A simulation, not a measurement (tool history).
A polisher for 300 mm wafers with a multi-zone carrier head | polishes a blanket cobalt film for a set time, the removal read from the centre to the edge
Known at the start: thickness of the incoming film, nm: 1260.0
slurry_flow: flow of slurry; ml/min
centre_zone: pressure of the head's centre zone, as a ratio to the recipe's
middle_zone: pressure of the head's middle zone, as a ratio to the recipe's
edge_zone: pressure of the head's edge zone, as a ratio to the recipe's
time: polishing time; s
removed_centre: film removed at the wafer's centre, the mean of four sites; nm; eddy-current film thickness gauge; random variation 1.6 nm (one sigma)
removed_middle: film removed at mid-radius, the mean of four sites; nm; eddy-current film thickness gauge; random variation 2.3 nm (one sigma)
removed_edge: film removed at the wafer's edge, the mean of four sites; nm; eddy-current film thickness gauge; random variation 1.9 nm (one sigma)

| run | hour | slurry_flow | centre_zone | middle_zone | edge_zone | time | removed_centre | removed_middle | removed_edge |
|---|---|---|---|---|---|---|---|---|---|
| 1 | 0 | 305 | 1 | 1 | 1 | 62 | 351.07 | 337.17 | 348.6 |
| 2 | 2.5 | 300 | 0.97 | 1.01 | 0.97 | 57 | 310.54 | 318.95 | 319.36 |
| 3 | 3.1 | 300 | 0.9 | 1.01 | 0.97 | 57 | 291.84 | 308.1 | 313.22 |
| 4 | 10.1 | 300 | 0.84 | 1.01 | 0.97 | 57 | 271.5 | 315.9 | 315.95 |
| 5 | 16.6 | 250 | 0.84 | 1.01 | 0.97 | 57 | 262.72 | 307.22 | 313.35 |
| 6 | 17.2 | 225 | 0.84 | 1.01 | 0.97 | 57 | 263.97 | 304.37 | 309.59 |
| 7 | 25.7 | 230 | 0.84 | 1.01 | 0.94 | 53 | 246.24 | 285.57 | 284.73 |
| 8 | 29.9 | 230 | 0.84 | 1.01 | 0.92 | 50 | 229.4 | 270.27 | 264.68 |
| 9 | 35.8 | 235 | 0.85 | 1 | 0.9 | 48 | 222.48 | 258.64 | 254.99 |
| 10 | 39.6 | 240 | 0.86 | 1 | 0.88 | 47 | 221.72 | 245.14 | 248.27 |
| 11 | 46.7 | 225 | 0.86 | 1.1 | 0.81 | 40 | 186.43 | 228.76 | 201.68 |
| 12 | 49.3 | 235 | 0.87 | 1.09 | 0.83 | 40 | 192.8 | 229.8 | 205.67 |
| 13 | 51.7 | 245 | 0.87 | 1.08 | 0.84 | 40 | 192.11 | 231.31 | 204.6 |
| 14 | 58 | 245 | 0.87 | 1.07 | 0.85 | 40 | 190.82 | 230.78 | 204.44 |
| 15 | 63.1 | 245 | 0.88 | 1.06 | 0.86 | 40 | 191.76 | 225.33 | 204.97 |
| 16 | 71.4 | 290 | 0.91 | 1.08 | 0.94 | 41 | 211.48 | 239.5 | 223.25 |

Forecast run 17:
| 17 | 77.3 | 285 | 0.91 | 1.08 | 0.93 | 41 | ? | ? | ? |

removed_centre: 209.5 nm
removed_middle: 233.04 nm
removed_edge: 224.29 nm
